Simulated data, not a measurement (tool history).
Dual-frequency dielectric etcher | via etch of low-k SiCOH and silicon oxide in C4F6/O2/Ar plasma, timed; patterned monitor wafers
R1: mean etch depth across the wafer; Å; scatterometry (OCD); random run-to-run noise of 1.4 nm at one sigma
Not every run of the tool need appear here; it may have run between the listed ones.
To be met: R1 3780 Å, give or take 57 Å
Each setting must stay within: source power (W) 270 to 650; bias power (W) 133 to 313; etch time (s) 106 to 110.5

{"run": 1, "hour": 0.0, "source power (W)": 460, "bias power (W)": 223, "etch time (s)": 106, "R1": 3419.8}
{"run": 2, "hour": 7.2, "source power (W)": 480, "bias power (W)": 224, "etch time (s)": 106, "R1": 3488.9}
{"run": 3, "hour": 15.6, "source power (W)": 400, "bias power (W)": 224, "etch time (s)": 106, "R1": 3280.8}
{"run": 4, "hour": 17.3, "source power (W)": 400, "bias power (W)": 247, "etch time (s)": 106, "R1": 3415.9}
{"run": 5, "hour": 24.0, "source power (W)": 430, "bias power (W)": 249, "etch time (s)": 106, "R1": 3492.7}
{"run": 6, "hour": 28.0, "source power (W)": 350, "bias power (W)": 249, "etch time (s)": 106, "R1": 3321.7}
{"run": 7, "hour": 28.5, "source power (W)": 390, "bias power (W)": 252, "etch time (s)": 106, "R1": 3425.2}
{"run": 8, "hour": 32.7, "source power (W)": 420, "bias power (W)": 254, "etch time (s)": 106, "R1": 3497.9}
{"run": 9, "hour": 35.3, "source power (W)": 440, "bias power (W)": 256, "etch time (s)": 106, "R1": 3567.4}
{"run": 10, "hour": 43.4, "source power (W)": 460, "bias power (W)": 257, "etch time (s)": 106, "R1": 3614.7}

Exercise: of the 5 proposed moves below, exactly one satisfies all targets within the stated allowed misses. Which move is it?
{"run": "A", "hour": 51.5, "source power (W)": 480, "bias power (W)": 258, "etch time (s)": 110, "R1": "?"}
{"run": "B", "hour": 51.5, "source power (W)": 390, "bias power (W)": 258, "etch time (s)": 106.5, "R1": "?"}
{"run": "C", "hour": 51.5, "source power (W)": 510, "bias power (W)": 225, "etch time (s)": 109, "R1": "?"}
{"run": "D", "hour": 51.5, "source power (W)": 440, "bias power (W)": 267, "etch time (s)": 107, "R1": "?"}
{"run": "E", "hour": 51.5, "source power (W)": 440, "bias power (W)": 230, "etch time (s)": 106, "R1": "?"}

move=A R1=3815.2
move=B R1=3470.7
move=C R1=3658.7
move=D R1=3661.8
move=E R1=3427.7
A: meets every target
B: further off than the last run
C: an improvement on the last run, though not all results are within tolerance
D: an improvement on the last run, though not all results are within tolerance
E: further off than the last run
A meets every target.
